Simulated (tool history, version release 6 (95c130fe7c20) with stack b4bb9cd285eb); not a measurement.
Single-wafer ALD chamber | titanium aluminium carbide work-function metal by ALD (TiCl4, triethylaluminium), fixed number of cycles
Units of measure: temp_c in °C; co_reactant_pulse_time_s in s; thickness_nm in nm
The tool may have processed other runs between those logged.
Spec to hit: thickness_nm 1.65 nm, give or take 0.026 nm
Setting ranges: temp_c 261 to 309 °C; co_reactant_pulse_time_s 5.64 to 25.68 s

{"run": 1, "hour": 0.0, "temp_c": 285, "co_reactant_pulse_time_s": 15.66, "thickness_nm": 1.7902}
{"run": 2, "hour": 2.0, "temp_c": 290, "co_reactant_pulse_time_s": 15.66, "thickness_nm": 1.8499}
{"run": 3, "hour": 7.6, "temp_c": 290, "co_reactant_pulse_time_s": 13.05, "thickness_nm": 1.8239}
{"run": 4, "hour": 8.7, "temp_c": 287, "co_reactant_pulse_time_s": 12.67, "thickness_nm": 1.7903}
{"run": 5, "hour": 16.8, "temp_c": 293, "co_reactant_pulse_time_s": 12.67, "thickness_nm": 1.8372}
{"run": 6, "hour": 22.8, "temp_c": 293, "co_reactant_pulse_time_s": 16.1, "thickness_nm": 1.8561}
{"run": 7, "hour": 30.4, "temp_c": 281, "co_reactant_pulse_time_s": 13.12, "thickness_nm": 1.76}
{"run": 8, "hour": 31.4, "temp_c": 278, "co_reactant_pulse_time_s": 12.73, "thickness_nm": 1.7517}
{"run": 9, "hour": 36.0, "temp_c": 275, "co_reactant_pulse_time_s": 12.29, "thickness_nm": 1.6998}
{"run": 10, "hour": 40.1, "temp_c": 274, "co_reactant_pulse_time_s": 12.15, "thickness_nm": 1.6941}
{"run": 11, "hour": 47.9, "temp_c": 273, "co_reactant_pulse_time_s": 12.02, "thickness_nm": 1.6872}
{"run": 12, "hour": 56.7, "temp_c": 272, "co_reactant_pulse_time_s": 11.91, "thickness_nm": 1.6795}
{"run": 13, "hour": 57.8, "temp_c": 272, "co_reactant_pulse_time_s": 11.91, "thickness_nm": 1.691}

Next run, 4 choices. One meets every target within its allowed miss, the rest don't. Which?
{"run": "A", "hour": 58.9, "temp_c": 284, "co_reactant_pulse_time_s": 13.24, "thickness_nm": "?"}
{"run": "B", "hour": 58.9, "temp_c": 272, "co_reactant_pulse_time_s": 9.9, "thickness_nm": "?"}
{"run": "C", "hour": 58.9, "temp_c": 271, "co_reactant_pulse_time_s": 14.04, "thickness_nm": "?"}
{"run": "D", "hour": 58.9, "temp_c": 278, "co_reactant_pulse_time_s": 11.25, "thickness_nm": "?"}

move=A thickness_nm=1.7909
move=B thickness_nm=1.6487
move=C thickness_nm=1.7027
move=D thickness_nm=1.7226
A: misses by more than the last run did
B: every result within its allowed miss
C: misses by more than the last run did
D: misses by more than the last run did
Go with B: it meets all targets.
